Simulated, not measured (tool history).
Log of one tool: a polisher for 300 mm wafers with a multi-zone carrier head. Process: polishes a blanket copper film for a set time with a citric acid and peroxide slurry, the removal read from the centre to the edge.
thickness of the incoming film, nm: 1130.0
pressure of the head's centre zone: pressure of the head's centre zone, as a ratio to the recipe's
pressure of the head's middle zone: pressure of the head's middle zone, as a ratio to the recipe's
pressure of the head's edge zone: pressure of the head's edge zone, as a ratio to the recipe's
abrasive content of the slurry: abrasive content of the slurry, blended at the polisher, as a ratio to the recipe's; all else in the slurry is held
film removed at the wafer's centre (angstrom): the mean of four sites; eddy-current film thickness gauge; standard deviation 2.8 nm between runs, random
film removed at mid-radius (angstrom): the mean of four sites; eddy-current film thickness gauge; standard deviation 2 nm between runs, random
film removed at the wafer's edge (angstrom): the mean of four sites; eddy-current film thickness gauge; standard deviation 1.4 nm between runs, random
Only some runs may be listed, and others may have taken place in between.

run,hour,flow of slurry (ml/min),pressure of the head's centre zone,pressure of the head's middle zone,pressure of the head's edge zone,abrasive content of the slurry,polishing time (s),film removed at the wafer's centre (angstrom),film removed at mid-radius (angstrom),film removed at the wafer's edge (angstrom)
1,0,305,1,1,1,1,84,1652,1749.6,1776
2,4.1,305,1,1.07,1,1,84,1684.3,1883.5,1777.8
3,10.3,305,1,1.07,1.05,1,84,1620.6,1905.6,1848.3
4,15.3,305,1,1.1,1.05,1,84,1649.6,1943.7,1817.9
5,22,310,1.01,1.11,1.05,1,84,1678.9,1937.1,1826.5
6,28.1,310,1.09,1.11,1.05,1,84,1766.2,1906.6,1850.5
7,34.9,310,1.09,1.11,1.05,1,84,1785.4,1960.7,1826.1
8,38.8,315,1.1,1.12,1.05,1,84,1776.5,1974.6,1826.3

Run 9 has not been measured yet. What should we expect?
9,42.6,320,1.11,1.13,1.05,1,84,?,?,?

film removed at the wafer's centre (angstrom): 1826.1
film removed at mid-radius (angstrom): 1974.3
film removed at the wafer's edge (angstrom): 1810.4

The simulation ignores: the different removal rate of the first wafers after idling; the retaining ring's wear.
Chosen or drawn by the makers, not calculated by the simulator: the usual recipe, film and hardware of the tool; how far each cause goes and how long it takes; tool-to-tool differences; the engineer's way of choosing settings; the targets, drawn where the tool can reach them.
